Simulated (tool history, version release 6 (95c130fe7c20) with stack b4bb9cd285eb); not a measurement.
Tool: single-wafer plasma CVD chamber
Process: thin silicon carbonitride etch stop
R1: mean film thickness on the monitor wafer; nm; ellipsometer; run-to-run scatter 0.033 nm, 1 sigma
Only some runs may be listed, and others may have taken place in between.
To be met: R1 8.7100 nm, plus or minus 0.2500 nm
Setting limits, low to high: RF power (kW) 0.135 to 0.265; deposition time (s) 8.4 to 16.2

run 1 day=0.000 | RF_power_(kW)=0.200 deposition_time_(s)=12.3 | R1=6.3413
run 2 day=0.038 | RF_power_(kW)=0.200 deposition_time_(s)=10.7 | R1=5.5282
run 3 day=0.338 | RF_power_(kW)=0.215 deposition_time_(s)=10.7 | R1=5.7029
run 4 day=0.400 | RF_power_(kW)=0.215 deposition_time_(s)=9.1 | R1=4.8013
run 5 day=0.571 | RF_power_(kW)=0.190 deposition_time_(s)=9.1 | R1=4.6388
run 6 day=0.617 | RF_power_(kW)=0.170 deposition_time_(s)=9.1 | R1=4.4327
run 7 day=0.662 | RF_power_(kW)=0.200 deposition_time_(s)=11.1 | R1=5.7011
run 8 day=0.696 | RF_power_(kW)=0.200 deposition_time_(s)=11.1 | R1=5.7746
run 9 day=1.067 | RF_power_(kW)=0.205 deposition_time_(s)=11.7 | R1=6.0716
run 10 day=1.342 | RF_power_(kW)=0.210 deposition_time_(s)=12.2 | R1=6.4405
run 11 day=1.638 | RF_power_(kW)=0.215 deposition_time_(s)=12.6 | R1=6.6827
run 12 day=1.900 | RF_power_(kW)=0.220 deposition_time_(s)=13.0 | R1=6.9945
run 13 day=2.092 | RF_power_(kW)=0.225 deposition_time_(s)=13.3 | R1=7.1310
run 14 day=2.300 | RF_power_(kW)=0.225 deposition_time_(s)=13.7 | R1=7.3868
run 15 day=2.383 | RF_power_(kW)=0.230 deposition_time_(s)=14.0 | R1=7.5962
run 16 day=2.433 | RF_power_(kW)=0.230 deposition_time_(s)=14.2 | R1=7.7236
run 17 day=2.804 | RF_power_(kW)=0.230 deposition_time_(s)=14.4 | R1=7.8113
run 18 day=3.029 | RF_power_(kW)=0.230 deposition_time_(s)=14.6 | R1=7.9462

Exactly one of the 4 candidate moves below puts every result within its allowed miss. Which one?
run A day=3.254 | RF_power_(kW)=0.235 deposition_time_(s)=15.9 | R1=?
run B day=3.254 | RF_power_(kW)=0.235 deposition_time_(s)=15.2 | R1=?
run C day=3.254 | RF_power_(kW)=0.220 deposition_time_(s)=15.3 | R1=?
run D day=3.254 | RF_power_(kW)=0.250 deposition_time_(s)=14.6 | R1=?

move=A R1=8.7240
move=B R1=8.3399
move=C R1=8.2054
move=D R1=8.1824
A: all results land within tolerance of their targets
B: an improvement on the last run, though not all results are within tolerance
C: an improvement on the last run, though not all results are within tolerance
D: an improvement on the last run, though not all results are within tolerance
Go with A: it meets all targets.
